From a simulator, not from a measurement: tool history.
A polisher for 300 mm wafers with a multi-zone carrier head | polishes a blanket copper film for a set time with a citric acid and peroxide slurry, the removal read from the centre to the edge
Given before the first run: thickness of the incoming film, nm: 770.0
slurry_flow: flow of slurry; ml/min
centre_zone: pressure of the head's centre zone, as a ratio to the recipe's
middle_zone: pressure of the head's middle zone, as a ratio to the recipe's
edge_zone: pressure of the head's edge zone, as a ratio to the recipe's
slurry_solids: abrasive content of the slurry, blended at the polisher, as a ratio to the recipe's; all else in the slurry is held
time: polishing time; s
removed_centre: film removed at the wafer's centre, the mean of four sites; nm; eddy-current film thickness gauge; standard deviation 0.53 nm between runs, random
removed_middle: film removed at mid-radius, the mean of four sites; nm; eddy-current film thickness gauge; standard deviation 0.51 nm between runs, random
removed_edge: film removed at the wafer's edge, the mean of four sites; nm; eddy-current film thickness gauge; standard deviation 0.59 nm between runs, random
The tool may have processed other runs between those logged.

{"run": 1, "hour": 0.0, "slurry_flow": 170, "centre_zone": 1, "middle_zone": 1, "edge_zone": 1, "slurry_solids": 1, "time": 54, "removed_centre": 132.27, "removed_middle": 133.38, "removed_edge": 131.29}
{"run": 2, "hour": 5.0, "slurry_flow": 170, "centre_zone": 0.96, "middle_zone": 1, "edge_zone": 1, "slurry_solids": 1, "time": 54, "removed_centre": 127.39, "removed_middle": 135.42, "removed_edge": 131.35}
{"run": 3, "hour": 8.3, "slurry_flow": 165, "centre_zone": 0.96, "middle_zone": 0.99, "edge_zone": 0.98, "slurry_solids": 0.95, "time": 51, "removed_centre": 118.02, "removed_middle": 123, "removed_edge": 121.1}
{"run": 4, "hour": 13.6, "slurry_flow": 165, "centre_zone": 0.96, "middle_zone": 0.99, "edge_zone": 0.96, "slurry_solids": 0.9, "time": 48, "removed_centre": 109.75, "removed_middle": 112.99, "removed_edge": 110.55}
{"run": 5, "hour": 19.0, "slurry_flow": 165, "centre_zone": 0.96, "middle_zone": 0.99, "edge_zone": 1.02, "slurry_solids": 0.9, "time": 48, "removed_centre": 109.55, "removed_middle": 114.49, "removed_edge": 113.84}
{"run": 6, "hour": 20.2, "slurry_flow": 165, "centre_zone": 0.95, "middle_zone": 0.99, "edge_zone": 1, "slurry_solids": 0.85, "time": 46, "removed_centre": 101.09, "removed_middle": 106.38, "removed_edge": 106.09}
{"run": 7, "hour": 25.3, "slurry_flow": 165, "centre_zone": 0.95, "middle_zone": 0.99, "edge_zone": 0.98, "slurry_solids": 0.8, "time": 45, "removed_centre": 97.521, "removed_middle": 103.11, "removed_edge": 102.01}
{"run": 8, "hour": 33.8, "slurry_flow": 165, "centre_zone": 0.95, "middle_zone": 0.99, "edge_zone": 0.96, "slurry_solids": 0.75, "time": 44, "removed_centre": 93.569, "removed_middle": 98.111, "removed_edge": 98.082}
{"run": 9, "hour": 36.9, "slurry_flow": 165, "centre_zone": 0.95, "middle_zone": 0.99, "edge_zone": 0.96, "slurry_solids": 0.75, "time": 44, "removed_centre": 93.561, "removed_middle": 98.028, "removed_edge": 94.846}
{"run": 10, "hour": 39.6, "slurry_flow": 165, "centre_zone": 0.94, "middle_zone": 0.98, "edge_zone": 0.94, "slurry_solids": 0.7, "time": 43, "removed_centre": 87.678, "removed_middle": 92.422, "removed_edge": 91.238}
{"run": 11, "hour": 42.7, "slurry_flow": 165, "centre_zone": 0.94, "middle_zone": 0.98, "edge_zone": 0.92, "slurry_solids": 0.65, "time": 42, "removed_centre": 83.369, "removed_middle": 88.647, "removed_edge": 85.277}
{"run": 12, "hour": 44.6, "slurry_flow": 165, "centre_zone": 0.94, "middle_zone": 0.98, "edge_zone": 0.92, "slurry_solids": 0.65, "time": 42, "removed_centre": 83.279, "removed_middle": 88.49, "removed_edge": 86.29}
{"run": 13, "hour": 47.4, "slurry_flow": 165, "centre_zone": 0.94, "middle_zone": 0.98, "edge_zone": 0.92, "slurry_solids": 0.65, "time": 42, "removed_centre": 83.25, "removed_middle": 87.152, "removed_edge": 84.952}
{"run": 14, "hour": 50.8, "slurry_flow": 165, "centre_zone": 0.94, "middle_zone": 0.98, "edge_zone": 0.91, "slurry_solids": 0.65, "time": 42, "removed_centre": 83.73, "removed_middle": 87.768, "removed_edge": 85.705}
{"run": 15, "hour": 54.4, "slurry_flow": 165, "centre_zone": 0.94, "middle_zone": 0.98, "edge_zone": 0.9, "slurry_solids": 0.65, "time": 42, "removed_centre": 83.149, "removed_middle": 88.7, "removed_edge": 84.69}
{"run": 16, "hour": 55.9, "slurry_flow": 165, "centre_zone": 0.94, "middle_zone": 0.97, "edge_zone": 0.89, "slurry_solids": 0.65, "time": 42, "removed_centre": 81.959, "removed_middle": 86.881, "removed_edge": 84.407}

Forecast run 17:
{"run": 17, "hour": 64.2, "slurry_flow": 165, "centre_zone": 0.94, "middle_zone": 0.97, "edge_zone": 0.88, "slurry_solids": 0.65, "time": 42, "removed_centre": "?", "removed_middle": "?", "removed_edge": "?"}

Run 17 yielded removed_centre 82.894 nm, removed_middle 87.069 nm, removed_edge 84.165 nm.
